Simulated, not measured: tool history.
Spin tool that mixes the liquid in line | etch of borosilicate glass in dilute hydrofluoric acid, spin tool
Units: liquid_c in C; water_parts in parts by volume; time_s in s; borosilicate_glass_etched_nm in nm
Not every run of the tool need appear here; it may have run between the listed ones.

run,day,liquid_c,water_parts,time_s,borosilicate_glass_etched_nm
1,0,26,175,190,30.6
2,0.242,25,175,190,29.543
3,0.375,24.5,175,190,29.004
4,0.496,24.5,140,190,37.706
5,0.7,23.5,145,190,34.936
6,0.888,23.5,145,205,37.762

Forecast run 7:
7,1.121,22.5,150,205,?

borosilicate_glass_etched_nm: 35.014 nm

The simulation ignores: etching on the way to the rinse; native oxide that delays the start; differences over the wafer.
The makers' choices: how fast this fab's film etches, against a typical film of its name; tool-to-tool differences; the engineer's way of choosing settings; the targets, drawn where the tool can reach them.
